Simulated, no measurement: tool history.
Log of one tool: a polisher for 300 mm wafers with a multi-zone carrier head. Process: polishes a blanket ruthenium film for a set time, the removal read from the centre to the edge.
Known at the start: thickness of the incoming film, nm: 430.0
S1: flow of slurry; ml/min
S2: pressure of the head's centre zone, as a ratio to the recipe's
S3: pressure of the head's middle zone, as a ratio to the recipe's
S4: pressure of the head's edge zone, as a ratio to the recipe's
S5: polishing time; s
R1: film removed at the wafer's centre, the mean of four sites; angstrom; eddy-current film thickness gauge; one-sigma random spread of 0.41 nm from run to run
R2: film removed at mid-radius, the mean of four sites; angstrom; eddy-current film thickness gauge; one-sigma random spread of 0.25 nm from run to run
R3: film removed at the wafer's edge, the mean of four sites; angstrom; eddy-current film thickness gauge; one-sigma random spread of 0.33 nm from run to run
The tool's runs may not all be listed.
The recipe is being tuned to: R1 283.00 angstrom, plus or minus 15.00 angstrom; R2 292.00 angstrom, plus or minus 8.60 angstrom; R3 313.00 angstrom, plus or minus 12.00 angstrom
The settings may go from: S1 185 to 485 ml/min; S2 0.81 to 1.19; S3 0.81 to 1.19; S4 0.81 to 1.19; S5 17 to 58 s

| run | hour | S1 | S2 | S3 | S4 | S5 | R1 | R2 | R3 |
|---|---|---|---|---|---|---|---|---|---|
| 1 | 0.0 | 310 | 1.00 | 1.00 | 1.00 | 37 | 477.21 | 466.78 | 478.93 |
| 2 | 0.9 | 310 | 1.00 | 1.06 | 1.00 | 37 | 476.03 | 482.23 | 479.95 |
| 3 | 9.2 | 310 | 0.96 | 1.06 | 1.00 | 37 | 454.34 | 477.00 | 482.29 |
| 4 | 12.4 | 310 | 1.01 | 1.06 | 1.00 | 37 | 490.65 | 487.23 | 474.95 |
| 5 | 16.7 | 310 | 1.01 | 1.01 | 1.00 | 37 | 468.44 | 466.23 | 480.13 |
| 6 | 22.2 | 305 | 1.00 | 0.99 | 0.98 | 34 | 442.85 | 430.10 | 443.90 |
| 7 | 25.9 | 305 | 1.00 | 0.99 | 0.98 | 34 | 420.68 | 423.21 | 435.27 |
| 8 | 29.3 | 300 | 1.00 | 0.97 | 0.96 | 32 | 401.13 | 386.05 | 410.21 |
| 9 | 37.9 | 300 | 0.99 | 0.97 | 0.94 | 31 | 395.41 | 381.64 | 389.72 |
| 10 | 45.1 | 295 | 0.96 | 0.95 | 0.93 | 30 | 367.67 | 361.46 | 373.04 |
| 11 | 48.2 | 290 | 0.94 | 0.93 | 0.92 | 29 | 352.70 | 349.97 | 366.98 |
| 12 | 49.6 | 285 | 0.92 | 0.92 | 0.91 | 28 | 338.26 | 335.67 | 346.55 |
| 13 | 53.7 | 280 | 0.90 | 0.91 | 0.91 | 27 | 318.82 | 319.06 | 335.44 |
| 14 | 58.9 | 275 | 0.89 | 0.90 | 0.91 | 27 | 309.01 | 319.62 | 339.86 |
| 15 | 66.4 | 275 | 0.89 | 0.90 | 0.91 | 27 | 309.30 | 317.39 | 332.46 |
| 16 | 74.1 | 270 | 0.88 | 0.89 | 0.90 | 27 | 304.78 | 313.33 | 334.30 |
| 17 | 79.5 | 265 | 0.87 | 0.88 | 0.89 | 27 | 306.13 | 313.63 | 335.61 |
| 18 | 81.3 | 265 | 0.86 | 0.88 | 0.89 | 27 | 297.72 | 313.96 | 325.04 |
| 19 | 87.6 | 265 | 0.86 | 0.87 | 0.89 | 27 | 301.83 | 307.35 | 332.05 |
| 20 | 94.8 | 265 | 0.85 | 0.87 | 0.88 | 27 | 293.60 | 312.05 | 328.39 |
| 21 | 103.9 | 265 | 0.85 | 0.86 | 0.87 | 27 | 295.47 | 307.93 | 331.44 |
| 22 | 110.2 | 265 | 0.85 | 0.86 | 0.87 | 27 | 296.98 | 315.14 | 329.62 |
| 23 | 112.9 | 260 | 0.85 | 0.86 | 0.87 | 27 | 296.41 | 311.54 | 331.44 |
| 24 | 121.2 | 260 | 0.85 | 0.86 | 0.87 | 27 | 292.86 | 307.89 | 328.60 |
| 25 | 121.7 | 260 | 0.85 | 0.86 | 0.86 | 27 | 289.47 | 312.62 | 323.56 |
| 26 | 127.7 | 260 | 0.85 | 0.85 | 0.86 | 27 | 292.78 | 305.70 | 323.89 |

Which single option among these 4 for the next run brings every result within its allowed miss of target? Just one does.
| A | 133.7 | 250 | 0.87 | 0.81 | 0.91 | 25 | ? | ? | ? |
| B | 133.7 | 185 | 0.81 | 0.81 | 0.95 | 25 | ? | ? | ? |
| C | 133.7 | 300 | 0.87 | 0.87 | 0.90 | 25 | ? | ? | ? |
| D | 133.7 | 200 | 0.89 | 0.81 | 0.93 | 25 | ? | ? | ? |

| move | R1 | R2 | R3 |
|---|---|---|---|
| A | 274.25 | 273.28 | 310.38 |
| B | 249.94 | 265.96 | 309.97 |
| C | 278.84 | 287.80 | 312.17 |
| D | 273.62 | 267.85 | 308.73 |
A: the result that was furthest off in the last run now lies on the other side of its target
B: the result that was furthest off in the last run now lies on the other side of its target
C: all results in spec
D: the result that was furthest off in the last run now lies on the other side of its target
Correct choice: C, which meets every target

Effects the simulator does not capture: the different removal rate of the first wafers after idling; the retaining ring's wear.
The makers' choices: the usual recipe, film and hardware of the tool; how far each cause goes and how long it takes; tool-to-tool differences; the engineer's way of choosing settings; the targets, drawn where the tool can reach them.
